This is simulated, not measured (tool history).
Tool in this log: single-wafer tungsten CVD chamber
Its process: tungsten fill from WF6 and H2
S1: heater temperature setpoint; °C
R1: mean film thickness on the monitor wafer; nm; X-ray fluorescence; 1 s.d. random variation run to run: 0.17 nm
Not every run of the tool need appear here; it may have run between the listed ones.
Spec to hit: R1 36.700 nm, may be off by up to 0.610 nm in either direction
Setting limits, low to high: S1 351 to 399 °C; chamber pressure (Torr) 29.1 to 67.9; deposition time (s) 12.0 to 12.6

{"run": 1, "hour": 0.0, "S1": 375, "chamber pressure (Torr)": 48.5, "deposition time (s)": 12.6, "R1": 23.681}
{"run": 2, "hour": 4.2, "S1": 380, "chamber pressure (Torr)": 48.6, "deposition time (s)": 12.6, "R1": 27.075}
{"run": 3, "hour": 10.2, "S1": 383, "chamber pressure (Torr)": 48.7, "deposition time (s)": 12.6, "R1": 28.88}
{"run": 4, "hour": 15.8, "S1": 390, "chamber pressure (Torr)": 48.7, "deposition time (s)": 12.6, "R1": 33.622}
{"run": 5, "hour": 23.3, "S1": 383, "chamber pressure (Torr)": 48.7, "deposition time (s)": 12.6, "R1": 28.833}
{"run": 6, "hour": 29.7, "S1": 385, "chamber pressure (Torr)": 48.8, "deposition time (s)": 12.6, "R1": 30.269}
{"run": 7, "hour": 36.0, "S1": 387, "chamber pressure (Torr)": 48.8, "deposition time (s)": 12.6, "R1": 31.522}
{"run": 8, "hour": 41.1, "S1": 396, "chamber pressure (Torr)": 49.0, "deposition time (s)": 12.6, "R1": 38.532}
{"run": 9, "hour": 49.5, "S1": 395, "chamber pressure (Torr)": 49.0, "deposition time (s)": 12.6, "R1": 37.761}

Next run, 5 choices. One meets every target within its allowed miss, the rest don't. Which?
{"run": "A", "hour": 57.9, "S1": 399, "chamber pressure (Torr)": 44.5, "deposition time (s)": 12.0, "R1": "?"}
{"run": "B", "hour": 57.9, "S1": 399, "chamber pressure (Torr)": 49.8, "deposition time (s)": 12.3, "R1": "?"}
{"run": "C", "hour": 57.9, "S1": 392, "chamber pressure (Torr)": 56.9, "deposition time (s)": 12.6, "R1": "?"}
{"run": "D", "hour": 57.9, "S1": 393, "chamber pressure (Torr)": 54.2, "deposition time (s)": 12.6, "R1": "?"}
{"run": "E", "hour": 57.9, "S1": 399, "chamber pressure (Torr)": 48.6, "deposition time (s)": 12.0, "R1": "?"}

move=A R1=36.839
move=B R1=40.316
move=C R1=38.247
move=D R1=38.068
move=E R1=38.781
A: hits every target within its allowed miss
B: its largest miss is bigger than the last run's
C: its largest miss is bigger than the last run's
D: its largest miss is bigger than the last run's
E: its largest miss is bigger than the last run's
Go with A: it meets all targets.
